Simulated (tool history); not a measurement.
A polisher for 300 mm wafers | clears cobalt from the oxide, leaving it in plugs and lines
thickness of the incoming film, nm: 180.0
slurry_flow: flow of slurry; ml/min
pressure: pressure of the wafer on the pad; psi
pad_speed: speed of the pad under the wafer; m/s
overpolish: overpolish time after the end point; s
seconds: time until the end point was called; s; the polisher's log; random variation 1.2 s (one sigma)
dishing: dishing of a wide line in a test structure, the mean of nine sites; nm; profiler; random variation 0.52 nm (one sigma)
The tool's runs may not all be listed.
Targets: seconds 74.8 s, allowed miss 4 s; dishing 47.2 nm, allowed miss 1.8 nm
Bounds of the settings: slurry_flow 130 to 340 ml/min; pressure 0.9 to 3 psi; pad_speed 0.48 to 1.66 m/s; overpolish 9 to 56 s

| run | hour | slurry_flow | pressure | pad_speed | overpolish | seconds | dishing |
|---|---|---|---|---|---|---|---|
| 1 | 0 | 220 | 1.9 | 1.06 | 29 | 31.992 | 50.055 |
| 2 | 5.2 | 220 | 1.9 | 1.06 | 34 | 31.619 | 51.179 |
| 3 | 8.7 | 220 | 1.9 | 0.84 | 34 | 39.462 | 49.79 |
| 4 | 13.3 | 220 | 1.6 | 0.8 | 36 | 48.277 | 48.923 |
| 5 | 16.5 | 220 | 1.6 | 0.8 | 26 | 48.552 | 44.588 |
| 6 | 24.8 | 220 | 1.4 | 0.78 | 31 | 54.862 | 45.174 |
| 7 | 28.2 | 220 | 1.4 | 0.78 | 31 | 55.297 | 45.993 |
| 8 | 35.5 | 220 | 1.4 | 0.78 | 31 | 54.436 | 45.108 |
| 9 | 38.3 | 220 | 1.3 | 0.76 | 35 | 60.367 | 45.36 |
| 10 | 45.3 | 220 | 1.2 | 0.74 | 39 | 66.875 | 45.493 |
| 11 | 50.2 | 220 | 1.2 | 0.74 | 42 | 64.452 | 46.755 |
| 12 | 51.3 | 220 | 1.1 | 0.74 | 44 | 68.865 | 47.373 |
| 13 | 55.1 | 220 | 1.1 | 0.74 | 45 | 68.763 | 46.932 |
| 14 | 63.6 | 220 | 1.1 | 0.74 | 46 | 68.303 | 46.935 |
| 15 | 68.4 | 220 | 1.1 | 0.74 | 47 | 70.01 | 47.171 |
| 16 | 72.5 | 220 | 1.1 | 0.74 | 48 | 68.777 | 48.66 |

4 next moves are on the table. One of them brings every result within its allowed miss. Which?
| A | 76.6 | 180 | 1.3 | 0.62 | 48 | ? | ? |
| B | 76.6 | 280 | 0.9 | 0.88 | 49 | ? | ? |
| C | 76.6 | 220 | 1.2 | 0.76 | 48 | ? | ? |
| D | 76.6 | 215 | 1.4 | 0.76 | 47 | ? | ? |

| move | seconds | dishing |
|---|---|---|
| A | 72.686 | 47.73 |
| B | 64.46 | 49.344 |
| C | 61.784 | 49.487 |
| D | 54.995 | 50.261 |
A: meets every target
B: further off than the last run
C: further off than the last run
D: further off than the last run
Answer: A
